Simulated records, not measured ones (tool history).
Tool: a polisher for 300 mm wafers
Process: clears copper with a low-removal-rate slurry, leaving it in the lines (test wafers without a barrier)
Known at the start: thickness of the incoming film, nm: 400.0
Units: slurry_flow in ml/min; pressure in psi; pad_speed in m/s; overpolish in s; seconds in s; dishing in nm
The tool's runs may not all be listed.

| run | day | slurry_flow | pressure | pad_speed | slurry_solids | overpolish | seconds | dishing |
|---|---|---|---|---|---|---|---|---|
| 1 | 0 | 180 | 2.9 | 1.32 | 1 | 10 | 104.71 | 15.931 |
| 2 | 0.246 | 185 | 2.9 | 1.32 | 1 | 10 | 105.62 | 15.712 |
| 3 | 0.288 | 185 | 2.9 | 1.64 | 1 | 10 | 85.486 | 17.411 |
| 4 | 0.542 | 185 | 2.8 | 1.64 | 1 | 10 | 87.013 | 17.263 |
| 5 | 0.679 | 220 | 2.8 | 1.64 | 1 | 10 | 84.217 | 17.01 |
| 6 | 1.021 | 220 | 2.8 | 1.76 | 1 | 10 | 78.231 | 17.656 |
|  | 1.075 | head pressure recalibrated |
| 7 | 1.075 | 210 | 2.7 | 1.76 | 1 | 10 | 85.884 | 17.012 |

Forecast run 8:
| 8 | 1.217 | 200 | 2.7 | 1.76 | 1 | 10 | ? | ? |

{"run 8": {"seconds": 87.408, "dishing": 16.939}}

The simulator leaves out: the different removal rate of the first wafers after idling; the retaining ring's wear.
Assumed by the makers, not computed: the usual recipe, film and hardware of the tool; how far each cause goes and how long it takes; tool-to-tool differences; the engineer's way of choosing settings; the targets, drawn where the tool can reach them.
